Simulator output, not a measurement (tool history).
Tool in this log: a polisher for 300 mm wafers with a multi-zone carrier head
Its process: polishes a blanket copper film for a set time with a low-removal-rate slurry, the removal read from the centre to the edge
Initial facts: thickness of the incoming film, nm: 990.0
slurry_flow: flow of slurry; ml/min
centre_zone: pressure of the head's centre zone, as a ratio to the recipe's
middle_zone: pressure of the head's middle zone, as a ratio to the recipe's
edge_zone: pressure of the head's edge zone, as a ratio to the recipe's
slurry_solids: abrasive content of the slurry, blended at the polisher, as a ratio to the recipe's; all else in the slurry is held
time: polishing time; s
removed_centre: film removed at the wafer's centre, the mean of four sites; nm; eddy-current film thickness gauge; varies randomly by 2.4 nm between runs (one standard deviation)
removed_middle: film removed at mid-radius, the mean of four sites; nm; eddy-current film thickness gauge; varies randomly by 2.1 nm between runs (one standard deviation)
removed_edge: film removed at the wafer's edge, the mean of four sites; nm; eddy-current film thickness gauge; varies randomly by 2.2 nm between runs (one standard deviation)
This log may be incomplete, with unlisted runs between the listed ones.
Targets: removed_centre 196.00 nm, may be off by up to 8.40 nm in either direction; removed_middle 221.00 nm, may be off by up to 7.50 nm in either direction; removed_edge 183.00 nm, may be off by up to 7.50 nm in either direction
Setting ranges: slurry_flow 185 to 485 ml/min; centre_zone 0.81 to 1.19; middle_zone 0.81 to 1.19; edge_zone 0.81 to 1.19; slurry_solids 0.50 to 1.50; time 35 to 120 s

| run | hour | slurry_flow | centre_zone | middle_zone | edge_zone | slurry_solids | time | removed_centre | removed_middle | removed_edge |
|---|---|---|---|---|---|---|---|---|---|---|
| 1 | 0.0 | 310 | 1.00 | 1.00 | 1.00 | 1.00 | 77 | 218.55 | 227.89 | 226.69 |
| 2 | 8.6 | 310 | 1.00 | 1.02 | 0.97 | 0.95 | 76 | 214.97 | 226.28 | 220.50 |
| 3 | 15.0 | 310 | 1.00 | 1.08 | 0.97 | 0.95 | 76 | 213.10 | 237.50 | 220.36 |
| 4 | 18.0 | 310 | 1.01 | 1.09 | 0.95 | 0.90 | 75 | 216.78 | 233.99 | 213.30 |
| 5 | 24.0 | 310 | 1.01 | 1.05 | 0.95 | 0.90 | 75 | 213.68 | 226.69 | 212.34 |
| 6 | 26.3 | 310 | 1.01 | 1.05 | 0.95 | 1.00 | 75 | 215.62 | 230.34 | 218.64 |
| 7 | 28.6 | 310 | 1.00 | 1.06 | 0.94 | 0.90 | 75 | 212.62 | 230.34 | 210.87 |
| 8 | 34.8 | 300 | 0.95 | 1.07 | 0.84 | 0.65 | 74 | 187.22 | 212.18 | 180.37 |
| 9 | 40.7 | 305 | 0.95 | 1.08 | 0.84 | 0.65 | 74 | 187.90 | 215.92 | 180.99 |

5 candidate next runs follow, results not yet known. Just one meets every target within its allowed miss. Identify it.
| A | 46.6 | 360 | 0.87 | 1.19 | 0.82 | 0.75 | 70 | ? | ? | ? |
| B | 46.6 | 300 | 0.99 | 1.10 | 0.81 | 0.65 | 76 | ? | ? | ? |
| C | 46.6 | 320 | 0.89 | 1.10 | 0.86 | 0.70 | 74 | ? | ? | ? |
| D | 46.6 | 295 | 1.03 | 1.02 | 0.81 | 0.65 | 73 | ? | ? | ? |
| E | 46.6 | 305 | 0.96 | 1.11 | 0.90 | 0.70 | 71 | ? | ? | ? |

| move | removed_centre | removed_middle | removed_edge |
|---|---|---|---|
| A | 171.47 | 230.11 | 183.06 |
| B | 197.22 | 224.54 | 189.98 |
| C | 180.04 | 223.28 | 193.69 |
| D | 195.26 | 203.05 | 182.47 |
| E | 182.81 | 214.87 | 189.15 |
A: further off than the last run
B: meets every target
C: further off than the last run
D: gets the furthest-off result to its target, but another result is out of tolerance
E: further off than the last run
The move that meets every target is B.
